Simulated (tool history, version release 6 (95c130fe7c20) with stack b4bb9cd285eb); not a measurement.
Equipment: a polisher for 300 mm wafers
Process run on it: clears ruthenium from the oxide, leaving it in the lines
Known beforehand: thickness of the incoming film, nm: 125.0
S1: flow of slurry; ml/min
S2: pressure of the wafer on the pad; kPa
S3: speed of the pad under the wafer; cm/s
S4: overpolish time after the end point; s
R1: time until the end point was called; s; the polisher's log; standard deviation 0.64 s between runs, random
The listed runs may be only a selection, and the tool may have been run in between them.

Run 1, hour 0: S1 215 ml/min, S2 13.1 kPa, S3 120 cm/s, S4 4 s. Result: R1 87.779 s.
Run 2, hour 6.3: S1 215 ml/min, S2 11 kPa, S3 120 cm/s, S4 4 s. Result: R1 101.93 s.
Run 3, hour 13.9: S1 215 ml/min, S2 11 kPa, S3 110 cm/s, S4 4 s. Result: R1 111.04 s.
Run 4, hour 19.5: S1 215 ml/min, S2 11 kPa, S3 92 cm/s, S4 4 s. Result: R1 134.18 s.
Run 5, hour 21.7: S1 255 ml/min, S2 11 kPa, S3 92 cm/s, S4 4 s. Result: R1 132.21 s.
Run 6, hour 25.1: S1 255 ml/min, S2 11 kPa, S3 70 cm/s, S4 4 s. Result: R1 169.71 s.
Run 7, hour 29.6: S1 270 ml/min, S2 15.2 kPa, S3 84 cm/s, S4 4 s. Result: R1 103.86 s.
Run 8, hour 30.6: S1 270 ml/min, S2 15.9 kPa, S3 84 cm/s, S4 4 s. Result: R1 101.43 s.
Run 9, hour 35.5: S1 270 ml/min, S2 16.5 kPa, S3 84 cm/s, S4 4 s. Result: R1 96.777 s.
Run 10, hour 39.6: S1 270 ml/min, S2 17.2 kPa, S3 84 cm/s, S4 4 s. Result: R1 93.653 s.
Run 11, hour 40.6: S1 270 ml/min, S2 17.9 kPa, S3 84 cm/s, S4 4 s. Result: R1 88.861 s.

Predict the results of run 12:
Run 12, hour 45: S1 270 ml/min, S2 18.6 kPa, S3 84 cm/s, S4 4 s. Result: R1 ?.

{"run 12": {"R1": 87.454}}

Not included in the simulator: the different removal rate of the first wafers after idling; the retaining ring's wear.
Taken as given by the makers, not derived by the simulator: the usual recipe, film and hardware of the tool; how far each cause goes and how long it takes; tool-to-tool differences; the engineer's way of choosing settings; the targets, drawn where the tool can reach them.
